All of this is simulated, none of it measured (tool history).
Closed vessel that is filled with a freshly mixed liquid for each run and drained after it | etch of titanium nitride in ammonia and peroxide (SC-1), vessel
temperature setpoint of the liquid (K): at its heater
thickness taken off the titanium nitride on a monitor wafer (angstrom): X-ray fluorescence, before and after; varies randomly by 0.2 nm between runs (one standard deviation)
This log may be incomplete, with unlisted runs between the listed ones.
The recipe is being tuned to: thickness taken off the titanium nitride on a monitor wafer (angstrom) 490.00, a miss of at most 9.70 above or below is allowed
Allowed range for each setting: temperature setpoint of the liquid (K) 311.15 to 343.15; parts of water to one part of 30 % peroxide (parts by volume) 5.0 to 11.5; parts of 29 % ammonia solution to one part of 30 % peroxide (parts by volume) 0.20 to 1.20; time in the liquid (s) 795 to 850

run,hour,temperature setpoint of the liquid (K),parts of water to one part of 30 % peroxide (parts by volume),parts of 29 % ammonia solution to one part of 30 % peroxide (parts by volume),time in the liquid (s),thickness taken off the titanium nitride on a monitor wafer (angstrom)
1,0.0,327.15,6.5,0.85,795,1111.30
2,6.6,327.15,5.5,0.85,795,1196.30
3,11.6,327.15,5.5,0.85,850,1277.50
4,19.9,324.65,5.5,0.85,850,1085.60
5,24.8,322.65,5.5,0.85,850,939.42
6,28.6,321.15,5.5,0.85,850,849.77
7,31.1,319.65,5.5,0.85,850,764.34
8,40.1,312.15,5.5,0.85,850,441.48
9,45.7,313.15,5.5,0.85,850,474.54
# hour 47.9: thermometer replaced
10,47.9,313.65,5.5,0.85,850,458.77
11,53.4,314.15,5.5,0.85,850,475.61

5 next moves are on the table. One of them brings every result within its allowed miss. Which?
A,58.9,314.65,5.5,0.80,795,?
B,58.9,316.65,7.0,0.90,835,?
C,58.9,316.65,7.5,0.80,850,?
D,58.9,313.65,5.0,0.60,835,?
E,58.9,314.65,6.5,0.90,850,?

move,thickness taken off the titanium nitride on a monitor wafer (angstrom)
A,458.07
B,506.14
C,490.13
D,448.24
E,460.93
A: lands further from the targets than the last run did
B: the result that was furthest off in the last run now lies on the other side of its target
C: in spec on every target
D: lands further from the targets than the last run did
E: lands further from the targets than the last run did
Go with C: it meets all targets.
